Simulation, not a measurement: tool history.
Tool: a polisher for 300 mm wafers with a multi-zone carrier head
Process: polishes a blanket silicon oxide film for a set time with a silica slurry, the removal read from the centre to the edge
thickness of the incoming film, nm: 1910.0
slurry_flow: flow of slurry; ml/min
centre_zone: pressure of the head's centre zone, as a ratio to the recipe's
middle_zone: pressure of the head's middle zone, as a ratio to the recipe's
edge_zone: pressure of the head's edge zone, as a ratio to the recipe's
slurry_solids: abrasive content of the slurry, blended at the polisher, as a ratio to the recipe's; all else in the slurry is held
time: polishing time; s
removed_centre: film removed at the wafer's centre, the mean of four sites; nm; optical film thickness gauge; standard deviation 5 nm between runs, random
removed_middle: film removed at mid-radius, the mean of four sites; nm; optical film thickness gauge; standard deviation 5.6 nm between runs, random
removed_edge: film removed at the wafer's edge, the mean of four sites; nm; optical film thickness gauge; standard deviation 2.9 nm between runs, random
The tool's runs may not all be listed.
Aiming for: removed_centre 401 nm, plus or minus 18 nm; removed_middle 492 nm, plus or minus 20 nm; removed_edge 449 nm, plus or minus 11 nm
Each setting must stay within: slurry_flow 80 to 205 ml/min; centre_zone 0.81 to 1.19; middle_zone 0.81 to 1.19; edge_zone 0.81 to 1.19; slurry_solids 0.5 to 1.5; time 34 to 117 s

| run | day | slurry_flow | centre_zone | middle_zone | edge_zone | slurry_solids | time | removed_centre | removed_middle | removed_edge |
|---|---|---|---|---|---|---|---|---|---|---|
| 1 | 0 | 135 | 1 | 1 | 1 | 1 | 75 | 321.24 | 321.44 | 311.95 |
| 2 | 0.154 | 135 | 1 | 1 | 1 | 0.85 | 75 | 310.81 | 302.09 | 293.92 |
| 3 | 0.242 | 135 | 1 | 0.96 | 1 | 0.85 | 75 | 306.38 | 297.44 | 296.75 |
| 4 | 0.521 | 105 | 1 | 0.96 | 1 | 0.85 | 75 | 279.97 | 267.27 | 284.08 |
| 5 | 0.567 | 105 | 1 | 1 | 1 | 0.85 | 75 | 287.46 | 284.75 | 286.82 |
| 6 | 0.825 | 115 | 0.99 | 1.03 | 1.03 | 1 | 76 | 304.71 | 317.64 | 317.23 |
| 7 | 0.892 | 150 | 1.01 | 1.13 | 1.13 | 1.25 | 79 | 379.39 | 411.61 | 384.53 |
| 8 | 1.071 | 155 | 0.99 | 1.14 | 1.14 | 1.3 | 79 | 378.93 | 422.63 | 398.74 |
| 9 | 1.121 | 160 | 0.98 | 1.15 | 1.14 | 1.35 | 79 | 381.59 | 431.32 | 404.07 |
| 10 | 1.383 | 165 | 0.97 | 1.16 | 1.14 | 1.4 | 80 | 384.36 | 447.79 | 409.87 |
| 11 | 1.417 | 165 | 0.96 | 1.17 | 1.15 | 1.4 | 81 | 389.05 | 453.63 | 425.87 |
| 12 | 1.471 | 170 | 0.95 | 1.17 | 1.14 | 1.4 | 81 | 401.64 | 462.58 | 418.39 |
| 13 | 1.675 | 170 | 0.94 | 1.17 | 1.15 | 1.4 | 81 | 388.04 | 460.54 | 421.53 |

Exercise: of the 5 proposed moves below, exactly one satisfies all targets within the stated allowed misses. Which move is it?
| A | 1.879 | 150 | 0.92 | 1.1 | 1.19 | 1.4 | 83 | ? | ? | ? |
| B | 1.879 | 165 | 0.89 | 1.14 | 1.16 | 1.5 | 87 | ? | ? | ? |
| C | 1.879 | 150 | 0.91 | 0.99 | 1.19 | 1.5 | 87 | ? | ? | ? |
| D | 1.879 | 180 | 0.98 | 1.03 | 1.16 | 1.15 | 90 | ? | ? | ? |
| E | 1.879 | 205 | 0.92 | 1.19 | 1.19 | 1.35 | 83 | ? | ? | ? |

| move | removed_centre | removed_middle | removed_edge |
|---|---|---|---|
| A | 374.9 | 449.7 | 436.24 |
| B | 397.48 | 505.36 | 467.22 |
| C | 397.41 | 442.88 | 468.23 |
| D | 418.77 | 447.01 | 447.7 |
| E | 393.25 | 499.66 | 447.62 |
A: moves toward the targets from the last run without getting all of them in spec
B: pushes the last run's worst result past its target
C: pushes the last run's worst result past its target
D: the furthest-off result lands on target, but another misses its tolerance
E: every result within its allowed miss
Go with E: it meets all targets.

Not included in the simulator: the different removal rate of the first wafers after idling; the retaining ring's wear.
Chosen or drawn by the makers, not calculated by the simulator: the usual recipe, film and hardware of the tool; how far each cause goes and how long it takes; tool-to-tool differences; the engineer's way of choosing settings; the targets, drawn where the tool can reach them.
